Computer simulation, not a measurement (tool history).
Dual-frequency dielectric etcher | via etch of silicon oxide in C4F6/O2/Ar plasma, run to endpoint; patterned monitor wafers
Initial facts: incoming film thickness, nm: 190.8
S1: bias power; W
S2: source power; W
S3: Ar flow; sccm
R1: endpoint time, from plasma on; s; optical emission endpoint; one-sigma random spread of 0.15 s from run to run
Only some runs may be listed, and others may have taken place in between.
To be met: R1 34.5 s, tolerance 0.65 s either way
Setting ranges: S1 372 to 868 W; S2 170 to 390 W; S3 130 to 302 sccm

{"run": 1, "hour": 0.0, "S1": 620, "S2": 280, "S3": 216, "R1": 42.58}
{"run": 2, "hour": 5.8, "S1": 664, "S2": 280, "S3": 216, "R1": 41.965}
{"run": 3, "hour": 6.7, "S1": 690, "S2": 290, "S3": 213, "R1": 41.039}
{"run": 4, "hour": 15.3, "S1": 714, "S2": 300, "S3": 210, "R1": 39.94}
{"run": 5, "hour": 20.9, "S1": 714, "S2": 300, "S3": 185, "R1": 39.015}
{"run": 6, "hour": 26.8, "S1": 732, "S2": 310, "S3": 183, "R1": 38.013}
{"run": 7, "hour": 30.1, "S1": 748, "S2": 310, "S3": 182, "R1": 37.961}
{"hour": 36.3, "done": "source power generator calibrated"}
{"run": 8, "hour": 36.3, "S1": 868, "S2": 350, "S3": 175, "R1": 33.642}
{"run": 9, "hour": 43.0, "S1": 862, "S2": 350, "S3": 175, "R1": 33.905}
{"run": 10, "hour": 45.3, "S1": 858, "S2": 350, "S3": 175, "R1": 33.613}

Next run, 5 choices. One meets every target within its allowed miss, the rest don't. Which?
{"run": "A", "hour": 47.6, "S1": 856, "S2": 330, "S3": 171, "R1": "?"}
{"run": "B", "hour": 47.6, "S1": 825, "S2": 370, "S3": 163, "R1": "?"}
{"run": "C", "hour": 47.6, "S1": 868, "S2": 360, "S3": 165, "R1": "?"}
{"run": "D", "hour": 47.6, "S1": 868, "S2": 370, "S3": 188, "R1": "?"}
{"run": "E", "hour": 47.6, "S1": 857, "S2": 370, "S3": 166, "R1": "?"}

move=A R1=34.828
move=B R1=33.332
move=C R1=33.26
move=D R1=33.35
move=E R1=33.019
A: hits every target within its allowed miss
B: its largest miss is bigger than the last run's
C: its largest miss is bigger than the last run's
D: its largest miss is bigger than the last run's
E: its largest miss is bigger than the last run's
Move A is the one to make.
